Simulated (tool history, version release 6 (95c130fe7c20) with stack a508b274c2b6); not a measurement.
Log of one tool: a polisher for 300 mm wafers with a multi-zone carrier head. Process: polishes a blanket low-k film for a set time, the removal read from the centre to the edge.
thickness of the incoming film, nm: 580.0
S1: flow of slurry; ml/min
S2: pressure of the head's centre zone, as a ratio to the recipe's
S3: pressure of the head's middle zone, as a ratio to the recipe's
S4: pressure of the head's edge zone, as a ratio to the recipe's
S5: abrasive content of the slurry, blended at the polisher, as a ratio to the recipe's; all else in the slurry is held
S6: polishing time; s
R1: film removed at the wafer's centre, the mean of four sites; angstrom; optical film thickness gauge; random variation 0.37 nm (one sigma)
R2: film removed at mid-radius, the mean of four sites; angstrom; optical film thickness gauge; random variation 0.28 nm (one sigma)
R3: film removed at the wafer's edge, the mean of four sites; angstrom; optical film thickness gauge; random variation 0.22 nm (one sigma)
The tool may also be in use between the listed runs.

| run | hour | S1 | S2 | S3 | S4 | S5 | S6 | R1 | R2 | R3 |
|---|---|---|---|---|---|---|---|---|---|---|
| 1 | 0.0 | 165 | 1.00 | 1.00 | 1.00 | 1.0 | 60 | 277.49 | 273.25 | 272.72 |
| 2 | 6.0 | 160 | 1.00 | 0.99 | 0.98 | 1.0 | 60 | 273.03 | 263.50 | 270.44 |
| 3 | 13.3 | 160 | 1.00 | 0.99 | 0.98 | 1.0 | 47 | 211.00 | 208.13 | 212.01 |
| 4 | 15.9 | 165 | 1.01 | 0.99 | 0.99 | 1.0 | 47 | 215.36 | 215.51 | 208.55 |
| 5 | 20.1 | 165 | 1.01 | 0.98 | 0.99 | 1.0 | 47 | 216.22 | 207.08 | 213.74 |
| 6 | 28.8 | 145 | 1.01 | 0.98 | 0.99 | 1.0 | 47 | 209.17 | 204.82 | 208.43 |
| 7 | 32.0 | 155 | 1.01 | 0.98 | 1.00 | 1.0 | 47 | 216.79 | 212.36 | 210.04 |
| 8 | 38.5 | 200 | 1.02 | 0.97 | 1.10 | 1.1 | 47 | 237.96 | 224.53 | 235.03 |
| 9 | 42.2 | 200 | 1.02 | 0.98 | 1.10 | 1.1 | 47 | 235.54 | 220.89 | 235.18 |
| 10 | 46.0 | 200 | 1.02 | 0.99 | 1.09 | 1.1 | 47 | 241.46 | 228.03 | 234.68 |

Forecast run 11:
| 11 | 51.6 | 200 | 1.02 | 1.00 | 1.09 | 1.1 | 47 | ? | ? | ? |

R1: 232.94 angstrom
R2: 223.14 angstrom
R3: 235.24 angstrom
